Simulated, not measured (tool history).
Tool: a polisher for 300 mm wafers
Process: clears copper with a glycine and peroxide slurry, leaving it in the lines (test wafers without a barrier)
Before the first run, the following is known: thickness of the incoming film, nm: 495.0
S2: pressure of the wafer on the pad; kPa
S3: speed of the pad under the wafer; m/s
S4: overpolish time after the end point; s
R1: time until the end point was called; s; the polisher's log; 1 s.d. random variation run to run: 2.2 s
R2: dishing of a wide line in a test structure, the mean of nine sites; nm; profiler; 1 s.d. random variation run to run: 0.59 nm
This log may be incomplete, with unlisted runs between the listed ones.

{"run": 1, "day": 0.0, "flow of slurry (ml/min)": 300, "S2": 20.7, "S3": 0.76, "S4": 18, "R1": 90.412, "R2": 48.681}
{"run": 2, "day": 0.138, "flow of slurry (ml/min)": 300, "S2": 17.9, "S3": 0.76, "S4": 18, "R1": 98.642, "R2": 44.978}
{"run": 3, "day": 0.362, "flow of slurry (ml/min)": 300, "S2": 17.2, "S3": 0.76, "S4": 17, "R1": 100.41, "R2": 44.041}
{"run": 4, "day": 0.692, "flow of slurry (ml/min)": 245, "S2": 17.2, "S3": 0.76, "S4": 17, "R1": 101.04, "R2": 43.125}
{"run": 5, "day": 1.017, "flow of slurry (ml/min)": 245, "S2": 17.2, "S3": 0.76, "S4": 23, "R1": 101.33, "R2": 52.989}
{"run": 6, "day": 1.317, "flow of slurry (ml/min)": 245, "S2": 13.8, "S3": 0.76, "S4": 23, "R1": 125.82, "R2": 48.429}
{"run": 7, "day": 1.438, "flow of slurry (ml/min)": 245, "S2": 13.8, "S3": 0.76, "S4": 21, "R1": 123.92, "R2": 45.624}
{"run": 8, "day": 1.667, "flow of slurry (ml/min)": 245, "S2": 13.8, "S3": 0.76, "S4": 20, "R1": 125.15, "R2": 43.603}

Run 9, settings as shown, results not yet in. Your forecast:
{"run": 9, "day": 1.929, "flow of slurry (ml/min)": 245, "S2": 13.8, "S3": 0.76, "S4": 19, "R1": "?", "R2": "?"}

{"run 9": {"R1": 123.86, "R2": 43.268}}

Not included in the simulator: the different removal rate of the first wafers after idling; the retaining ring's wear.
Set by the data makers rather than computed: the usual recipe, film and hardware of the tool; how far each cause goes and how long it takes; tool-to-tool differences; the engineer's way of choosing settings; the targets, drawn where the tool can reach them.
